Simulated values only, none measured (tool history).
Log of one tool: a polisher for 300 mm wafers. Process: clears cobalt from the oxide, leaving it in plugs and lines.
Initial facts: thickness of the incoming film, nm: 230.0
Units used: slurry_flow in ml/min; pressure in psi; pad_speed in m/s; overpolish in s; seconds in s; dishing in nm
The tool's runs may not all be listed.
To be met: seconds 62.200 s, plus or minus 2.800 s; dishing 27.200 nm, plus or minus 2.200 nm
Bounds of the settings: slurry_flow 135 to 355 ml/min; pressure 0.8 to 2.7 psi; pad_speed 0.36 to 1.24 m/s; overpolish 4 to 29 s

{"run": 1, "hour": 0.0, "slurry_flow": 225, "pressure": 1.7, "pad_speed": 0.8, "overpolish": 15, "seconds": 77.729, "dishing": 33.44}
{"run": 2, "hour": 3.8, "slurry_flow": 225, "pressure": 1.7, "pad_speed": 0.72, "overpolish": 15, "seconds": 85.629, "dishing": 31.188}
{"run": 3, "hour": 6.4, "slurry_flow": 225, "pressure": 1.7, "pad_speed": 0.72, "overpolish": 20, "seconds": 83.797, "dishing": 39.539}
{"run": 4, "hour": 10.5, "slurry_flow": 265, "pressure": 1.7, "pad_speed": 0.72, "overpolish": 20, "seconds": 82.058, "dishing": 38.756}
{"run": 5, "hour": 14.8, "slurry_flow": 265, "pressure": 1.7, "pad_speed": 0.62, "overpolish": 20, "seconds": 95.066, "dishing": 35.532}
{"run": 6, "hour": 16.5, "slurry_flow": 265, "pressure": 1.7, "pad_speed": 0.5, "overpolish": 20, "seconds": 114.12, "dishing": 30.679}
{"run": 7, "hour": 24.2, "slurry_flow": 270, "pressure": 2.2, "pad_speed": 0.52, "overpolish": 13, "seconds": 86.542, "dishing": 28.364}
{"run": 8, "hour": 33.0, "slurry_flow": 270, "pressure": 2.3, "pad_speed": 0.54, "overpolish": 12, "seconds": 80.009, "dishing": 27.767}
{"run": 9, "hour": 40.2, "slurry_flow": 270, "pressure": 2.4, "pad_speed": 0.54, "overpolish": 11, "seconds": 76.424, "dishing": 27.451}
{"run": 10, "hour": 47.6, "slurry_flow": 270, "pressure": 2.6, "pad_speed": 0.56, "overpolish": 9, "seconds": 67.714, "dishing": 25.468}

Exactly one of the 5 candidate moves below puts every result within its allowed miss. Which one?
{"run": "A", "hour": 55.0, "slurry_flow": 275, "pressure": 2.5, "pad_speed": 0.54, "overpolish": 12, "seconds": "?", "dishing": "?"}
{"run": "B", "hour": 55.0, "slurry_flow": 275, "pressure": 2.5, "pad_speed": 0.56, "overpolish": 9, "seconds": "?", "dishing": "?"}
{"run": "C", "hour": 55.0, "slurry_flow": 240, "pressure": 2.7, "pad_speed": 0.6, "overpolish": 9, "seconds": "?", "dishing": "?"}
{"run": "D", "hour": 55.0, "slurry_flow": 255, "pressure": 2.4, "pad_speed": 0.54, "overpolish": 10, "seconds": "?", "dishing": "?"}
{"run": "E", "hour": 55.0, "slurry_flow": 310, "pressure": 2.5, "pad_speed": 0.52, "overpolish": 12, "seconds": "?", "dishing": "?"}

move=A seconds=74.274 dishing=28.636
move=B seconds=71.860 dishing=23.540
move=C seconds=63.479 dishing=25.922
move=D seconds=77.906 dishing=24.012
move=E seconds=76.000 dishing=28.157
A: its largest miss is bigger than the last run's
B: its largest miss is bigger than the last run's
C: all results in spec
D: its largest miss is bigger than the last run's
E: its largest miss is bigger than the last run's
Move C is the one to make.
